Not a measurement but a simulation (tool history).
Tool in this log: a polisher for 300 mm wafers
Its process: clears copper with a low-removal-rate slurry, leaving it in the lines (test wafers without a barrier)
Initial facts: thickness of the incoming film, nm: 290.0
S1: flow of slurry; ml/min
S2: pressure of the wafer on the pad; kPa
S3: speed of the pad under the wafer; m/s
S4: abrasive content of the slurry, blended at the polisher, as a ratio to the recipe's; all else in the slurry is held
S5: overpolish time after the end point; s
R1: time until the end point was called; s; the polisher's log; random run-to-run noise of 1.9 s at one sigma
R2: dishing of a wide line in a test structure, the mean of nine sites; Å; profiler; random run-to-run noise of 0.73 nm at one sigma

run	hour	S1	S2	S3	S4	S5	R1	R2
1	0	300	22.1	1.02	1	23	79.395	374.8
2	1.8	300	22.1	1.02	0.9	23	83.355	360.64
3	2.8	300	16.5	1.02	0.9	23	107.24	307.03
4	11.4	300	15.2	0.98	0.9	26	115.57	297.15
5	19.3	300	13.8	0.92	0.9	30	136.72	320.2
6	27.7	360	13.8	0.92	0.9	30	132.76	322.25
7	29.8	360	13.1	0.9	0.9	31	140.89	293.72
8	36.7	355	12.4	0.88	0.9	33	148.45	305.67
9	43	355	11.7	0.86	0.9	34	160.77	291.58
10	50.3	355	11	0.86	0.9	35	167.36	273.15

Estimate the outcome of run 11 from the log above:
11	59.1	355	9.7	0.84	0.9	43	?	?

R1: 186.06 s
R2: 292.65 Å

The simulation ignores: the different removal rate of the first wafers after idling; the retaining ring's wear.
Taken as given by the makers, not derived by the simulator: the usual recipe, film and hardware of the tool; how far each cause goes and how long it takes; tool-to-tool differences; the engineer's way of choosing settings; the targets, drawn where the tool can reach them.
